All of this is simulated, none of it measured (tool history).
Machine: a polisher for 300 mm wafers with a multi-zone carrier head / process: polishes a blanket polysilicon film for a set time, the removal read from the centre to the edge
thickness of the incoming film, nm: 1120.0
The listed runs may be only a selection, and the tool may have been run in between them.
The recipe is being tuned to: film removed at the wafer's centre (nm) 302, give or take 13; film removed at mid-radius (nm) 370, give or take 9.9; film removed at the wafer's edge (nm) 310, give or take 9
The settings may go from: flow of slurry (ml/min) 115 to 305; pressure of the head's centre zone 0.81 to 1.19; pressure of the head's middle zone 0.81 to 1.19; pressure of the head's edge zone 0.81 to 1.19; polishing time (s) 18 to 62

| run | day | flow of slurry (ml/min) | pressure of the head's centre zone | pressure of the head's middle zone | pressure of the head's edge zone | polishing time (s) | film removed at the wafer's centre (nm) | film removed at mid-radius (nm) | film removed at the wafer's edge (nm) |
|---|---|---|---|---|---|---|---|---|---|
| 1 | 0 | 195 | 1 | 1 | 1 | 40 | 322.57 | 320.29 | 324.63 |
| 2 | 0.217 | 195 | 1 | 1.08 | 1 | 40 | 323.21 | 340.39 | 324.51 |
| 3 | 0.425 | 195 | 1 | 1.08 | 1 | 49 | 402.69 | 425.22 | 397.8 |
| 4 | 0.754 | 195 | 1 | 1.08 | 1 | 55 | 449.26 | 465.98 | 445.54 |
| 5 | 1.058 | 195 | 1 | 1.03 | 1 | 55 | 449.22 | 450.87 | 442.81 |
| 6 | 1.338 | 195 | 0.97 | 1.05 | 0.96 | 52 | 409.22 | 432.13 | 412.82 |
| 7 | 1.525 | 190 | 0.96 | 1.07 | 0.93 | 49 | 385.41 | 413.52 | 382.41 |
| 8 | 1.588 | 185 | 0.94 | 1.09 | 0.91 | 47 | 359.77 | 403.14 | 361.38 |
| 9 | 1.825 | 180 | 0.92 | 1.1 | 0.89 | 46 | 337.85 | 397.1 | 347.34 |
| 10 | 2.112 | 170 | 0.91 | 1.1 | 0.87 | 45 | 326.87 | 383.05 | 333.64 |
| 11 | 2.292 | 160 | 0.9 | 1.1 | 0.86 | 45 | 317.57 | 374.85 | 328.63 |
| 12 | 2.533 | 155 | 0.9 | 1.11 | 0.85 | 45 | 315.18 | 374.95 | 327.41 |

Which of these 5 next moves meets every target?
| A | 2.775 | 140 | 0.84 | 1.11 | 0.88 | 47 | ? | ? | ? |
| B | 2.775 | 130 | 0.88 | 1.09 | 0.81 | 48 | ? | ? | ? |
| C | 2.775 | 180 | 0.99 | 1.18 | 0.81 | 42 | ? | ? | ? |
| D | 2.775 | 150 | 0.89 | 1.12 | 0.82 | 44 | ? | ? | ? |
| E | 2.775 | 115 | 0.83 | 1.05 | 1.01 | 50 | ? | ? | ? |

| move | film removed at the wafer's centre (nm) | film removed at mid-radius (nm) | film removed at the wafer's edge (nm) |
|---|---|---|---|
| A | 299.55 | 383.51 | 339.82 |
| B | 313.8 | 378.37 | 330.15 |
| C | 335.35 | 380.5 | 303.72 |
| D | 302.75 | 367.6 | 311.77 |
| E | 295.88 | 368.5 | 371.64 |
A: misses by more than the last run did
B: misses by more than the last run did
C: the furthest-off result lands on target, but another misses its tolerance
D: in spec on every target
E: misses by more than the last run did
Go with D: it meets all targets.
